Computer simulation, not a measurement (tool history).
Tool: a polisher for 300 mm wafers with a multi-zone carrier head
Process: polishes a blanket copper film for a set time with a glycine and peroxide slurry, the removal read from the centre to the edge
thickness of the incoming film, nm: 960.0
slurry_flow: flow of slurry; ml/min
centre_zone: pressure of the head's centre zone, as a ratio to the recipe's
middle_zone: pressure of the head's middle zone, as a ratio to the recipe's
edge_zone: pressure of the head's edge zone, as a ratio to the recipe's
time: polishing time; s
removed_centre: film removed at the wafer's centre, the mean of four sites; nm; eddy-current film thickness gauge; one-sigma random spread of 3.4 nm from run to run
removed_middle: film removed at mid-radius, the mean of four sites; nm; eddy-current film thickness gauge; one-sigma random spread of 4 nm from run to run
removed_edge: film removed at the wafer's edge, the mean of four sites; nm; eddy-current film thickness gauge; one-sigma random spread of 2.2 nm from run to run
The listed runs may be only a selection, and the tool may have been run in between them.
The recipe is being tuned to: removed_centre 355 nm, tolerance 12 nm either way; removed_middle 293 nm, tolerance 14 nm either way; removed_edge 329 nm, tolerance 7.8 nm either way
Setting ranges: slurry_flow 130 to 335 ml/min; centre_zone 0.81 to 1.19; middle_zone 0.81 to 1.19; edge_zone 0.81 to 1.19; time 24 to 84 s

Run 1, day 0: slurry_flow 215 ml/min, centre_zone 1, middle_zone 1, edge_zone 1, time 54 s. Result: removed_centre 280.87 nm, removed_middle 278.96 nm, removed_edge 279.13 nm.
Run 2, day 0.067: slurry_flow 215 ml/min, centre_zone 1, middle_zone 1, edge_zone 1, time 42 s. Result: removed_centre 219.36 nm, removed_middle 228.69 nm, removed_edge 218.5 nm.
Run 3, day 0.096: slurry_flow 215 ml/min, centre_zone 0.94, middle_zone 1, edge_zone 1, time 42 s. Result: removed_centre 208.52 nm, removed_middle 221.19 nm, removed_edge 216.8 nm.
Run 4, day 0.2: slurry_flow 215 ml/min, centre_zone 1.01, middle_zone 1, edge_zone 1, time 42 s. Result: removed_centre 221.81 nm, removed_middle 223.65 nm, removed_edge 217.6 nm.
Run 5, day 0.254: slurry_flow 220 ml/min, centre_zone 1.03, middle_zone 0.99, edge_zone 1.02, time 44 s. Result: removed_centre 238.07 nm, removed_middle 239.52 nm, removed_edge 229.68 nm.
Run 6, day 0.525: slurry_flow 220 ml/min, centre_zone 1.03, middle_zone 0.99, edge_zone 0.94, time 44 s. Result: removed_centre 231.93 nm, removed_middle 230.39 nm, removed_edge 224.06 nm.
Run 7, day 0.612: slurry_flow 220 ml/min, centre_zone 1.04, middle_zone 0.98, edge_zone 0.95, time 46 s. Result: removed_centre 247.78 nm, removed_middle 241.62 nm, removed_edge 232.88 nm.
Run 8, day 0.783: slurry_flow 220 ml/min, centre_zone 1.04, middle_zone 0.96, edge_zone 0.97, time 47 s. Result: removed_centre 255.87 nm, removed_middle 239.57 nm, removed_edge 237.92 nm.
Run 9, day 0.875: slurry_flow 220 ml/min, centre_zone 1.04, middle_zone 0.95, edge_zone 0.98, time 49 s. Result: removed_centre 271.75 nm, removed_middle 247.31 nm, removed_edge 250.63 nm.
Run 10, day 1.238: slurry_flow 220 ml/min, centre_zone 1.04, middle_zone 0.94, edge_zone 1, time 50 s. Result: removed_centre 273.69 nm, removed_middle 255.89 nm, removed_edge 257.66 nm.
Run 11, day 1.271: slurry_flow 220 ml/min, centre_zone 1.04, middle_zone 0.93, edge_zone 1.01, time 51 s. Result: removed_centre 274.96 nm, removed_middle 249.61 nm, removed_edge 265.84 nm.
Run 12, day 1.538: slurry_flow 225 ml/min, centre_zone 1.05, middle_zone 0.93, edge_zone 1.02, time 52 s. Result: removed_centre 285.52 nm, removed_middle 259.31 nm, removed_edge 271.3 nm.
Run 13, day 1.871: slurry_flow 225 ml/min, centre_zone 1.06, middle_zone 0.92, edge_zone 1.03, time 53 s. Result: removed_centre 293.15 nm, removed_middle 263.59 nm, removed_edge 277.87 nm.
Run 14, day 1.904: slurry_flow 230 ml/min, centre_zone 1.07, middle_zone 0.91, edge_zone 1.04, time 54 s. Result: removed_centre 305.61 nm, removed_middle 263.83 nm, removed_edge 282.86 nm.
Run 15, day 2.283: slurry_flow 230 ml/min, centre_zone 1.07, middle_zone 0.91, edge_zone 1.05, time 55 s. Result: removed_centre 308.36 nm, removed_middle 277.61 nm, removed_edge 292.93 nm.
Run 16, day 2.542: slurry_flow 230 ml/min, centre_zone 1.08, middle_zone 0.9, edge_zone 1.06, time 55 s. Result: removed_centre 313.45 nm, removed_middle 267.95 nm, removed_edge 292.14 nm.

4 next moves are on the table. One of them brings every result within its allowed miss. Which?
Run A, day 2.8: slurry_flow 280 ml/min, centre_zone 1.18, middle_zone 0.96, edge_zone 1.05, time 61 s. Result: removed_centre ?, removed_middle ?, removed_edge ?.
Run B, day 2.8: slurry_flow 240 ml/min, centre_zone 1.1, middle_zone 0.98, edge_zone 1.06, time 61 s. Result: removed_centre ?, removed_middle ?, removed_edge ?.
Run C, day 2.8: slurry_flow 210 ml/min, centre_zone 1.11, middle_zone 0.9, edge_zone 1.08, time 61 s. Result: removed_centre ?, removed_middle ?, removed_edge ?.
Run D, day 2.8: slurry_flow 195 ml/min, centre_zone 1.19, middle_zone 1, edge_zone 1.06, time 62 s. Result: removed_centre ?, removed_middle ?, removed_edge ?.

move  removed_centre  removed_middle  removed_edge
   A          384.11           317.2        330.58
   B          352.07          318.11        328.35
   C          349.55          292.08        328.31
   D           377.8          321.43        328.12
A: meets the target for the result that was furthest off, but another lies outside its allowed miss
B: meets the target for the result that was furthest off, but another lies outside its allowed miss
C: every result within its allowed miss
D: meets the target for the result that was furthest off, but another lies outside its allowed miss
Correct choice: C, which meets every target

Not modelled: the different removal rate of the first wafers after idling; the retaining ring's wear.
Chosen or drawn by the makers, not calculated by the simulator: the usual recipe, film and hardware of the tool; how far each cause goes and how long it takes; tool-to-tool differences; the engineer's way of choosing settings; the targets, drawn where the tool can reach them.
